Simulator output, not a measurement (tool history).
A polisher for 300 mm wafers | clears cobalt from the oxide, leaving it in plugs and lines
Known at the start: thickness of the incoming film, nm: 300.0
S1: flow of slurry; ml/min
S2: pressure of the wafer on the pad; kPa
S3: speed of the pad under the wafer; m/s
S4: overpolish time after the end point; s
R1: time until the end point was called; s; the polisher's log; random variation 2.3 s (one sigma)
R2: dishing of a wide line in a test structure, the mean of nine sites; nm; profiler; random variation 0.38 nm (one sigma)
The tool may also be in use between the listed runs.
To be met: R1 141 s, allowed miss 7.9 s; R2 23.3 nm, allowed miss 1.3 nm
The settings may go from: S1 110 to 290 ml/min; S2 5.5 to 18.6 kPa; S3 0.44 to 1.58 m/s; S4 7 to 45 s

run 1 hour=0 | S1=185 S2=11.7 S3=1 S4=23 | R1=81.56 R2=42.713
run 2 hour=2.4 | S1=185 S2=10.3 S3=0.96 S4=18 | R1=96.645 R2=32.806
run 3 hour=6.1 | S1=185 S2=10.3 S3=0.72 S4=18 | R1=125.32 R2=29.148
run 4 hour=14 | S1=185 S2=10.3 S3=0.86 S4=18 | R1=104.93 R2=31.037
run 5 hour=21.2 | S1=185 S2=10.3 S3=0.68 S4=18 | R1=132.6 R2=27.883
run 6 hour=23.8 | S1=185 S2=10.3 S3=0.68 S4=23 | R1=136.25 R2=32.56
-- hour=32.9 worn pad replaced by a new one
run 7 hour=32.9 | S1=185 S2=9.7 S3=0.68 S4=20 | R1=126.22 R2=29.976
run 8 hour=41.5 | S1=185 S2=9 S3=0.66 S4=18 | R1=138.62 R2=26.68
run 9 hour=45.5 | S1=185 S2=8.3 S3=0.66 S4=17 | R1=155.3 R2=25.203

4 next moves are on the table. One of them brings every result within its allowed miss. Which?
run A hour=49.5 | S1=155 S2=5.5 S3=0.86 S4=18 | R1=? R2=?
run B hour=49.5 | S1=200 S2=7.6 S3=0.64 S4=20 | R1=? R2=?
run C hour=49.5 | S1=205 S2=8.3 S3=0.7 S4=15 | R1=? R2=?
run D hour=49.5 | S1=220 S2=11 S3=0.52 S4=19 | R1=? R2=?

move=A R1=166.04 R2=24.061
move=B R1=163.88 R2=26.286
move=C R1=139.27 R2=23.913
move=D R1=142.55 R2=27.965
A: further off than the last run
B: further off than the last run
C: meets every target
D: brings the result that was furthest off to its target, and leaves another outside
Answer: C
